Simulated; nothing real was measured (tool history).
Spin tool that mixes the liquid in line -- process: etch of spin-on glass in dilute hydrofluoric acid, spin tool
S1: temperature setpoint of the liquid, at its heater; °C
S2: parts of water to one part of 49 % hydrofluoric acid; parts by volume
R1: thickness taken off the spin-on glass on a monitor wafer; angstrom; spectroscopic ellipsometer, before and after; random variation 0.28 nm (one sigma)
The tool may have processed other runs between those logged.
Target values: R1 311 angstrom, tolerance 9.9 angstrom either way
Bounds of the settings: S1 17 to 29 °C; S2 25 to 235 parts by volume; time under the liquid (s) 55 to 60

run 1 day=0 | S1=21 S2=130 time_under_the_liquid_(s)=55 | R1=144.92
run 2 day=0.296 | S1=22.5 S2=120 time_under_the_liquid_(s)=55 | R1=168.31
run 3 day=0.329 | S1=24 S2=110 time_under_the_liquid_(s)=55 | R1=195.56
run 4 day=0.671 | S1=24 S2=130 time_under_the_liquid_(s)=55 | R1=162.55
run 5 day=0.808 | S1=24 S2=145 time_under_the_liquid_(s)=55 | R1=144.43
run 6 day=0.938 | S1=24 S2=145 time_under_the_liquid_(s)=55 | R1=146.67
run 7 day=1.312 | S1=25 S2=130 time_under_the_liquid_(s)=55 | R1=167.99
run 8 day=1.629 | S1=26 S2=115 time_under_the_liquid_(s)=55 | R1=201.54
run 9 day=1.842 | S1=26.5 S2=105 time_under_the_liquid_(s)=55 | R1=230.54
run 10 day=1.942 | S1=27 S2=100 time_under_the_liquid_(s)=55 | R1=244.53

Below are 5 possible settings for the next run. Only one of them brings all results inside the allowed miss of their targets. Which is it?
run A day=2.042 | S1=26 S2=90 time_under_the_liquid_(s)=60 | R1=?
run B day=2.042 | S1=28 S2=85 time_under_the_liquid_(s)=55 | R1=?
run C day=2.042 | S1=27 S2=85 time_under_the_liquid_(s)=55 | R1=?
run D day=2.042 | S1=24.5 S2=85 time_under_the_liquid_(s)=55 | R1=?
run E day=2.042 | S1=25.5 S2=90 time_under_the_liquid_(s)=60 | R1=?

move=A R1=289.06
move=B R1=305.33
move=C R1=293.69
move=D R1=266.11
move=E R1=283.44
A: nearer than the last run, and not there yet
B: in spec on every target
C: nearer than the last run, and not there yet
D: nearer than the last run, and not there yet
E: nearer than the last run, and not there yet
Go with B: it meets all targets.
